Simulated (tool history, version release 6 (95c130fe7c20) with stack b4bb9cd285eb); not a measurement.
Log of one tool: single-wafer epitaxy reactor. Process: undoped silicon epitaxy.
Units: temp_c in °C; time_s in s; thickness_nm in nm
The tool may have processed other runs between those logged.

{"run": 1, "hour": 0.0, "temp_c": 625, "time_s": 459, "thickness_nm": 40.798}
{"run": 2, "hour": 3.4, "temp_c": 624, "time_s": 459, "thickness_nm": 39.639}
{"run": 3, "hour": 4.5, "temp_c": 624, "time_s": 414, "thickness_nm": 35.867}
{"run": 4, "hour": 13.1, "temp_c": 616, "time_s": 414, "thickness_nm": 28.861}
{"run": 5, "hour": 16.1, "temp_c": 617, "time_s": 414, "thickness_nm": 29.549}
{"run": 6, "hour": 19.8, "temp_c": 618, "time_s": 414, "thickness_nm": 30.449}
{"run": 7, "hour": 26.6, "temp_c": 619, "time_s": 414, "thickness_nm": 31.195}
{"run": 8, "hour": 32.8, "temp_c": 627, "time_s": 415, "thickness_nm": 38.848}

What will run 9 give?
{"run": 9, "hour": 41.2, "temp_c": 626, "time_s": 415, "thickness_nm": "?"}

Run 9 produced thickness_nm 37.768 nm.
